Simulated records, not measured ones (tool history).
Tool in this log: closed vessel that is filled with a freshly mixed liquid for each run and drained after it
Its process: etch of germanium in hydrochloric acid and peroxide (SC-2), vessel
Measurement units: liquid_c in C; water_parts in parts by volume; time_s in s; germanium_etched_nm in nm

run  hour  liquid_c  water_parts  time_s  germanium_etched_nm
  1   0.0      61.0          8.0      95               250.23
  2   1.3      60.0          8.0      95               243.64
  3   3.6      60.0          8.0      95               243.89
  4   6.2      59.5          8.0      95               241.85
  5  14.6      59.0          8.0      95               239.25
  6  22.7      59.0          8.0     100               249.14
  7  24.5      58.5          8.0     100               246.67
  8  26.4      58.5          8.0     100               246.80
  9  31.9      58.5          8.0     100               248.89

Run 10, settings as shown, results not yet in. Your forecast:
 10  38.8      58.0          8.0     100                    ?

Run 10 produced germanium_etched_nm 245.02 nm.
